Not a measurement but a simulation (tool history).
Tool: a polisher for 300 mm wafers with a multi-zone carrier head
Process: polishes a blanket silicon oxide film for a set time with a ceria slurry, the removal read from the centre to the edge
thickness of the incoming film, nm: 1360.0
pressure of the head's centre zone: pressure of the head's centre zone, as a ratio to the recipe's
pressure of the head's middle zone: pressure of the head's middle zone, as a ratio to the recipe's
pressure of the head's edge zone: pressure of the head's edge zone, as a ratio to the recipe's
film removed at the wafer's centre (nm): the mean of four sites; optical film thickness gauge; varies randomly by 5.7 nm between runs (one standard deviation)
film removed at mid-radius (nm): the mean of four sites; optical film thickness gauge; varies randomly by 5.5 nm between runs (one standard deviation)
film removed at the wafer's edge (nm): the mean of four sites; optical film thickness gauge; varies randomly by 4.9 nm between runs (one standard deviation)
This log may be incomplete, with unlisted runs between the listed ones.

| run | hour | flow of slurry (ml/min) | pressure of the head's centre zone | pressure of the head's middle zone | pressure of the head's edge zone | polishing time (s) | film removed at the wafer's centre (nm) | film removed at mid-radius (nm) | film removed at the wafer's edge (nm) |
|---|---|---|---|---|---|---|---|---|---|
| 1 | 0.0 | 235 | 1.00 | 1.00 | 1.00 | 77 | 470.88 | 474.74 | 468.50 |
| 2 | 5.2 | 185 | 1.00 | 1.00 | 1.00 | 77 | 453.36 | 469.17 | 460.42 |
| 3 | 8.6 | 185 | 1.00 | 1.00 | 1.00 | 66 | 387.53 | 396.55 | 394.36 |
| 4 | 12.1 | 185 | 1.00 | 1.00 | 0.93 | 66 | 387.65 | 397.47 | 380.81 |
| 5 | 13.5 | 195 | 1.02 | 1.02 | 0.96 | 69 | 427.53 | 430.98 | 397.08 |
| 6 | 14.1 | 195 | 1.02 | 1.02 | 0.96 | 60 | 375.33 | 363.26 | 353.31 |
| 7 | 17.5 | 200 | 1.02 | 1.03 | 0.98 | 65 | 401.94 | 405.55 | 386.24 |
| 8 | 24.4 | 210 | 1.03 | 1.04 | 1.01 | 68 | 426.37 | 430.54 | 419.58 |
| 9 | 32.0 | 215 | 1.05 | 1.06 | 1.02 | 70 | 447.29 | 447.81 | 426.02 |
| 10 | 40.6 | 215 | 1.05 | 1.06 | 1.02 | 70 | 445.87 | 448.07 | 427.43 |
| 11 | 48.4 | 220 | 1.06 | 1.08 | 1.04 | 72 | 475.16 | 467.28 | 444.94 |
| 12 | 56.5 | 220 | 1.06 | 1.08 | 1.04 | 72 | 465.81 | 463.27 | 444.54 |
| 13 | 61.2 | 225 | 1.07 | 1.09 | 1.05 | 74 | 489.82 | 487.82 | 456.56 |

What does the tool deliver on the next run?
| 14 | 66.1 | 225 | 1.07 | 1.09 | 1.05 | 74 | ? | ? | ? |

{"run 14": {"film removed at the wafer's centre (nm)": 495.7, "film removed at mid-radius (nm)": 480.98, "film removed at the wafer's edge (nm)": 458.54}}

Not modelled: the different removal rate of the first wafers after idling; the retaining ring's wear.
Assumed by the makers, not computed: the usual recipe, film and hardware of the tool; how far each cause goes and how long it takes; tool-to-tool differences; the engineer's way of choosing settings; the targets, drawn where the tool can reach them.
